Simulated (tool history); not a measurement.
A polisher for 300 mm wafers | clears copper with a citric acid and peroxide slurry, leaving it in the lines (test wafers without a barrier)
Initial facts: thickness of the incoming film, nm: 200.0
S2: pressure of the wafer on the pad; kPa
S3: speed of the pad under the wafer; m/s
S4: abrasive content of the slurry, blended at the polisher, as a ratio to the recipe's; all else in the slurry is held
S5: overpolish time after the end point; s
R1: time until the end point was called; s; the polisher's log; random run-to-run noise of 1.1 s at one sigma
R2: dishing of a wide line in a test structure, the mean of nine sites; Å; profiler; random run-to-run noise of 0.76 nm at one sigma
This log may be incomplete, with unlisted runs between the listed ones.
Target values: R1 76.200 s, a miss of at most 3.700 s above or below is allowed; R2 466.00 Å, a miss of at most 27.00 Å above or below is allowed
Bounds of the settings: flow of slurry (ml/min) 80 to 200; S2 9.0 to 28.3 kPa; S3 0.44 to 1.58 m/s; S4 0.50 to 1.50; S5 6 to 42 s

Run 1, hour 0.0: flow of slurry (ml/min) 130, S2 18.6 kPa, S3 1.00 m/s, S4 1.00, S5 21 s. Result: R1 89.478 s, R2 297.36 Å.
Run 2, hour 5.6: flow of slurry (ml/min) 130, S2 20.7 kPa, S3 1.00 m/s, S4 1.00, S5 21 s. Result: R1 83.129 s, R2 321.53 Å.
Run 3, hour 11.3: flow of slurry (ml/min) 130, S2 21.4 kPa, S3 1.00 m/s, S4 1.00, S5 22 s. Result: R1 79.854 s, R2 339.75 Å.
Run 4, hour 14.4: flow of slurry (ml/min) 105, S2 21.4 kPa, S3 1.00 m/s, S4 1.00, S5 22 s. Result: R1 84.206 s, R2 330.11 Å.
Run 5, hour 17.8: flow of slurry (ml/min) 110, S2 21.4 kPa, S3 1.00 m/s, S4 1.00, S5 23 s. Result: R1 82.640 s, R2 339.27 Å.
Run 6, hour 23.0: flow of slurry (ml/min) 110, S2 21.4 kPa, S3 0.90 m/s, S4 1.00, S5 23 s. Result: R1 89.907 s, R2 324.06 Å.
Run 7, hour 24.0: flow of slurry (ml/min) 115, S2 22.1 kPa, S3 0.90 m/s, S4 1.00, S5 24 s. Result: R1 88.597 s, R2 339.96 Å.
Run 8, hour 32.2: flow of slurry (ml/min) 115, S2 22.1 kPa, S3 0.90 m/s, S4 1.00, S5 24 s. Result: R1 88.865 s, R2 339.74 Å.
Run 9, hour 38.6: flow of slurry (ml/min) 115, S2 22.8 kPa, S3 0.90 m/s, S4 1.00, S5 25 s. Result: R1 86.201 s, R2 357.36 Å.
Run 10, hour 47.2: flow of slurry (ml/min) 115, S2 23.4 kPa, S3 0.90 m/s, S4 1.00, S5 26 s. Result: R1 86.161 s, R2 374.39 Å.
Run 11, hour 55.9: flow of slurry (ml/min) 115, S2 24.1 kPa, S3 0.90 m/s, S4 1.00, S5 27 s. Result: R1 83.559 s, R2 397.15 Å.
Run 12, hour 59.0: flow of slurry (ml/min) 115, S2 24.8 kPa, S3 0.90 m/s, S4 1.00, S5 27 s. Result: R1 82.562 s, R2 401.59 Å.
Run 13, hour 61.5: flow of slurry (ml/min) 115, S2 25.5 kPa, S3 0.90 m/s, S4 1.00, S5 27 s. Result: R1 82.405 s, R2 408.31 Å.

Which one of the following 4 next-run settings gets every result inside its allowed miss? There is exactly one.
Run A, hour 64.0: flow of slurry (ml/min) 85, S2 22.1 kPa, S3 1.10 m/s, S4 1.30, S5 20 s. Result: R1 ?, R2 ?.
Run B, hour 64.0: flow of slurry (ml/min) 100, S2 24.1 kPa, S3 1.16 m/s, S4 0.95, S5 27 s. Result: R1 ?, R2 ?.
Run C, hour 64.0: flow of slurry (ml/min) 140, S2 24.1 kPa, S3 0.90 m/s, S4 1.15, S5 31 s. Result: R1 ?, R2 ?.
Run D, hour 64.0: flow of slurry (ml/min) 110, S2 27.6 kPa, S3 1.04 m/s, S4 1.00, S5 26 s. Result: R1 ?, R2 ?.

move      R1      R2
   A  73.891  339.78
   B  67.332  473.48
   C  75.452  483.21
   D  65.130  475.29
A: further off than the last run
B: brings the last run's worst result on target, with another outside its allowed miss
C: every result lands within tolerance
D: brings the last run's worst result on target, with another outside its allowed miss
Answer: C
